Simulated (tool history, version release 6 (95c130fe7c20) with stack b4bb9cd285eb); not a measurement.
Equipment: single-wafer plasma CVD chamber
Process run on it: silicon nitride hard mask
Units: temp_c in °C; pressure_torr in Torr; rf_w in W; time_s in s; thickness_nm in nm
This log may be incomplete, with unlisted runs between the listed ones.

run,hour,temp_c,pressure_torr,rf_w,time_s,thickness_nm
1,0,395,1.3,295,38.1,36.271
2,1.4,395,1.07,295,38.1,34.537
3,6.2,395,1.07,335,38.1,37.709
4,7,395,1.07,355,38.1,39.529
5,14.1,395,1.02,335,37.9,37.008
6,19.8,395,1.02,335,36.3,35.3
7,22.8,395,0.97,325,36.3,34.292
8,25.4,395,0.93,320,36.3,33.616
9,29.4,395,0.9,315,36.3,32.614
10,33.2,395,0.87,315,36.3,31.922
11,40.8,395,0.87,315,36.3,32.244

For run 12, what comes out?
12,48.7,395,0.85,315,36.3,?

Run 12 measured thickness_nm 31.86 nm.
